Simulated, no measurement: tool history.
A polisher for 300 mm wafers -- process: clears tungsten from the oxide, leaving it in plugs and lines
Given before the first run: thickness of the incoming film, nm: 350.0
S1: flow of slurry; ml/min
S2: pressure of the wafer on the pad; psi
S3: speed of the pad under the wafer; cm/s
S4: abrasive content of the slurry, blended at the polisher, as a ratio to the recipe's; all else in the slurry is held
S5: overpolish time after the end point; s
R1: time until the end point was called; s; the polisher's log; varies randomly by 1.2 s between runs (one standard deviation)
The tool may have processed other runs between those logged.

run,hour,S1,S2,S3,S4,S5,R1
1,0.0,190,4.3,98,1.0,9,65.998
2,6.6,215,4.3,98,1.0,9,64.351
3,11.5,215,4.1,98,1.0,9,68.412
4,19.0,215,4.1,122,1.0,9,59.173
5,21.2,215,5.0,122,1.0,9,48.526
6,26.0,215,4.6,120,1.0,9,52.881
7,34.7,215,4.3,118,1.0,9,56.378
8,35.9,215,4.0,116,1.0,9,63.110

Run 9 comes next. What will it give?
9,39.3,215,3.8,116,1.0,9,?

{"run 9": {"R1": 66.696}}
